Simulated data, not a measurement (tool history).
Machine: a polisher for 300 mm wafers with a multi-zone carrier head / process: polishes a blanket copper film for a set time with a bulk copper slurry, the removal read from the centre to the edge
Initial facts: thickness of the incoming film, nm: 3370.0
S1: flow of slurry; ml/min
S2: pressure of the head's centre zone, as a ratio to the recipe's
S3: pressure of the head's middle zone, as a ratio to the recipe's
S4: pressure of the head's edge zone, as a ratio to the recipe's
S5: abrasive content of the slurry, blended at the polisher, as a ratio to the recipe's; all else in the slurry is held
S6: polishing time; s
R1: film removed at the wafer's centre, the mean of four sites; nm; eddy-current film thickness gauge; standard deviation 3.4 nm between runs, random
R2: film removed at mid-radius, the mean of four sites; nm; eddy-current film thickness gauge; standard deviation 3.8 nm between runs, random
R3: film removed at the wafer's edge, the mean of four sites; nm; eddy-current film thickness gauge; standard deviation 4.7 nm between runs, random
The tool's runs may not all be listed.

| run | hour | S1 | S2 | S3 | S4 | S5 | S6 | R1 | R2 | R3 |
|---|---|---|---|---|---|---|---|---|---|---|
| 1 | 0.0 | 235 | 1.00 | 1.00 | 1.00 | 1.00 | 43 | 333.80 | 326.67 | 334.88 |
| 2 | 1.0 | 255 | 1.05 | 1.05 | 1.04 | 1.15 | 43 | 364.82 | 354.55 | 352.92 |
| 3 | 8.0 | 255 | 1.10 | 1.05 | 1.04 | 1.15 | 43 | 382.22 | 348.92 | 345.92 |
| 4 | 14.6 | 255 | 1.10 | 0.99 | 1.04 | 1.15 | 43 | 382.10 | 340.40 | 352.59 |
| 5 | 21.7 | 255 | 1.10 | 0.92 | 1.04 | 1.15 | 43 | 381.69 | 315.96 | 345.05 |
| 6 | 30.2 | 270 | 1.12 | 0.99 | 1.06 | 1.25 | 44 | 402.18 | 359.15 | 375.42 |
| 7 | 32.1 | 275 | 1.14 | 1.02 | 1.04 | 1.30 | 45 | 428.63 | 373.71 | 376.95 |

Run 8 is up next; what results do you expect?
| 8 | 34.8 | 285 | 1.15 | 1.06 | 1.05 | 1.35 | 45 | ? | ? | ? |

R1: 431.30 nm
R2: 389.96 nm
R3: 378.36 nm
